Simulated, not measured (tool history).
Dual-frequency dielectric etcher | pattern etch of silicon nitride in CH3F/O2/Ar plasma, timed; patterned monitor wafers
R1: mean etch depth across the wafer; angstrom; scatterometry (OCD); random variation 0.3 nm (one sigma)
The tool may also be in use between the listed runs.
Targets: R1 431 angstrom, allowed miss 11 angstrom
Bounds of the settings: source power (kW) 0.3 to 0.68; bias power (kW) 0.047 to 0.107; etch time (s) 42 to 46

Run 1, hour 0: source power (kW) 0.49, bias power (kW) 0.077, etch time (s) 46. Result: R1 346.8 angstrom.
Run 2, hour 7.1: source power (kW) 0.44, bias power (kW) 0.077, etch time (s) 46. Result: R1 332.99 angstrom.
Run 3, hour 11.8: source power (kW) 0.44, bias power (kW) 0.064, etch time (s) 46. Result: R1 299.37 angstrom.
Run 4, hour 16.6: source power (kW) 0.44, bias power (kW) 0.064, etch time (s) 46. Result: R1 299.83 angstrom.
Run 5, hour 23.4: source power (kW) 0.5, bias power (kW) 0.071, etch time (s) 46. Result: R1 330.21 angstrom.
Run 6, hour 24.7: source power (kW) 0.5, bias power (kW) 0.061, etch time (s) 46. Result: R1 308.9 angstrom.
Run 7, hour 32.4: source power (kW) 0.55, bias power (kW) 0.068, etch time (s) 46. Result: R1 334.95 angstrom.
Run 8, hour 39.3: source power (kW) 0.58, bias power (kW) 0.074, etch time (s) 46. Result: R1 357.65 angstrom.
Run 9, hour 40.9: source power (kW) 0.6, bias power (kW) 0.079, etch time (s) 46. Result: R1 370.93 angstrom.
Run 10, hour 43.3: source power (kW) 0.62, bias power (kW) 0.083, etch time (s) 46. Result: R1 388.98 angstrom.
At hour 48.3: wet clean of the chamber.
Run 11, hour 48.3: source power (kW) 0.63, bias power (kW) 0.086, etch time (s) 46. Result: R1 412.31 angstrom.
Run 12, hour 53.7: source power (kW) 0.64, bias power (kW) 0.087, etch time (s) 46. Result: R1 412.87 angstrom.

Which of these 4 next moves meets every target?
Run A, hour 59.1: source power (kW) 0.63, bias power (kW) 0.093, etch time (s) 46. Result: R1 ?.
Run B, hour 59.1: source power (kW) 0.68, bias power (kW) 0.087, etch time (s) 43. Result: R1 ?.
Run C, hour 59.1: source power (kW) 0.68, bias power (kW) 0.083, etch time (s) 43. Result: R1 ?.
Run D, hour 59.1: source power (kW) 0.62, bias power (kW) 0.082, etch time (s) 46. Result: R1 ?.

move      R1
   A  427.03
   B  396.42
   C  387.46
   D  399.53
A: meets every target
B: further off than the last run
C: further off than the last run
D: further off than the last run
Answer: A
